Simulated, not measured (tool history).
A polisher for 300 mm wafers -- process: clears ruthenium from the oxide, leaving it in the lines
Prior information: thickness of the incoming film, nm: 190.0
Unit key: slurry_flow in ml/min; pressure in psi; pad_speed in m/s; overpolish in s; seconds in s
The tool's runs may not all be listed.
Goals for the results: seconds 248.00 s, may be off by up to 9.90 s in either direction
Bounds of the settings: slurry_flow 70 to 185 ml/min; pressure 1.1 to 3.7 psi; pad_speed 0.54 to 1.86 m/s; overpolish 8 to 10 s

run,hour,slurry_flow,pressure,pad_speed,overpolish,seconds
1,0.0,120,2.4,1.18,10,123.49
2,8.0,130,2.4,1.18,10,122.67
3,16.3,130,2.0,1.12,10,146.51
4,24.8,130,2.0,1.12,8,147.23
5,26.5,150,2.0,1.12,8,141.54
6,30.7,140,1.7,1.04,8,176.69
7,32.2,130,1.5,1.02,8,201.53
8,33.9,120,1.4,1.02,8,211.64
9,40.1,115,1.3,1.02,8,226.15
10,48.4,110,1.3,1.02,8,227.41
11,57.4,100,1.1,1.02,8,261.68
12,60.8,105,1.1,1.02,8,259.43

Exercise: of the 5 proposed moves below, exactly one satisfies all targets within the stated allowed misses. Which move is it?
A,64.2,75,1.2,1.00,8,?
B,64.2,140,1.1,0.90,9,?
C,64.2,110,1.2,0.98,10,?
D,64.2,110,1.1,0.96,8,?
E,64.2,105,1.1,0.96,8,?

move,seconds
A,286.09
B,278.71
C,257.64
D,278.27
E,281.69
A: further off than the last run
B: further off than the last run
C: each result inside its tolerance
D: further off than the last run
E: further off than the last run
The right move is C.
